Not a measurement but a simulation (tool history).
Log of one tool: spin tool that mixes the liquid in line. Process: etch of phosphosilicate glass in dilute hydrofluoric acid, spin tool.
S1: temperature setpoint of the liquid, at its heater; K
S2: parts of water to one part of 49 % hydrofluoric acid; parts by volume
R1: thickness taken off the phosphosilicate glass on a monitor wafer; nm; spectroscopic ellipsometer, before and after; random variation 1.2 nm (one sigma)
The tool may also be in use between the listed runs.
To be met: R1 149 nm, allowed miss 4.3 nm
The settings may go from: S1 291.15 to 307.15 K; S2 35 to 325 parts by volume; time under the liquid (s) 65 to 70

run 1 hour=0 | S1=299.15 S2=180 time_under_the_liquid_(s)=65 | R1=69.619
run 2 hour=2.1 | S1=296.65 S2=180 time_under_the_liquid_(s)=65 | R1=63.224
run 3 hour=5.4 | S1=296.65 S2=135 time_under_the_liquid_(s)=65 | R1=88.655
run 4 hour=12.9 | S1=293.15 S2=135 time_under_the_liquid_(s)=65 | R1=76.645
run 5 hour=17.3 | S1=293.15 S2=175 time_under_the_liquid_(s)=65 | R1=56.058
run 6 hour=20.5 | S1=295.65 S2=165 time_under_the_liquid_(s)=65 | R1=67.861
run 7 hour=26.7 | S1=297.65 S2=155 time_under_the_liquid_(s)=65 | R1=78.93
run 8 hour=30.1 | S1=299.15 S2=150 time_under_the_liquid_(s)=65 | R1=85.797
run 9 hour=32.2 | S1=300.65 S2=145 time_under_the_liquid_(s)=65 | R1=93.679
run 10 hour=39.4 | S1=301.65 S2=140 time_under_the_liquid_(s)=65 | R1=102.62
run 11 hour=47.5 | S1=302.65 S2=135 time_under_the_liquid_(s)=65 | R1=109.86
run 12 hour=55.4 | S1=303.15 S2=130 time_under_the_liquid_(s)=65 | R1=118.26
run 13 hour=62.8 | S1=303.65 S2=130 time_under_the_liquid_(s)=65 | R1=118.76
run 14 hour=67.1 | S1=304.15 S2=125 time_under_the_liquid_(s)=65 | R1=129.44
run 15 hour=73.3 | S1=304.65 S2=125 time_under_the_liquid_(s)=65 | R1=130.67
run 16 hour=78.7 | S1=305.15 S2=125 time_under_the_liquid_(s)=65 | R1=132.32
run 17 hour=87.4 | S1=305.65 S2=125 time_under_the_liquid_(s)=65 | R1=136.33

5 next moves are on the table. One of them brings every result within its allowed miss. Which?
run A hour=96.1 | S1=305.15 S2=120 time_under_the_liquid_(s)=70 | R1=?
run B hour=96.1 | S1=304.65 S2=115 time_under_the_liquid_(s)=70 | R1=?
run C hour=96.1 | S1=306.65 S2=120 time_under_the_liquid_(s)=70 | R1=?
run D hour=96.1 | S1=303.65 S2=130 time_under_the_liquid_(s)=65 | R1=?
run E hour=96.1 | S1=306.15 S2=110 time_under_the_liquid_(s)=65 | R1=?

move=A R1=151.91
move=B R1=156.78
move=C R1=160.31
move=D R1=121.61
move=E R1=161.89
A: meets every target
B: takes the result that was furthest off past its target
C: takes the result that was furthest off past its target
D: further off than the last run
E: takes the result that was furthest off past its target
Answer: A
